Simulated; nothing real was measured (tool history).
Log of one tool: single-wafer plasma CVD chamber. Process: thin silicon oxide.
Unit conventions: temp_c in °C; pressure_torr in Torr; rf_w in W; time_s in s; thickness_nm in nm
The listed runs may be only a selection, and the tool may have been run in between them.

run  hour  temp_c  pressure_torr  rf_w  time_s  thickness_nm
  1     0     425          0.944   360    12.5        26.872
  2   4.5     425          0.995   360    12.5        27.678
  3   7.3     425          0.905   360    12.5        25.973
  4     9     425          0.973   360    12.5        27.345
  5  13.3     425          1.023   360    12.5        28.139
  6    19     425            0.9   360    12.5        25.887

Run 7 has not been measured yet. What should we expect?
  7  27.1     425          0.973   360    12.5             ?

For run 7 the tool returned thickness_nm 27.339 nm.
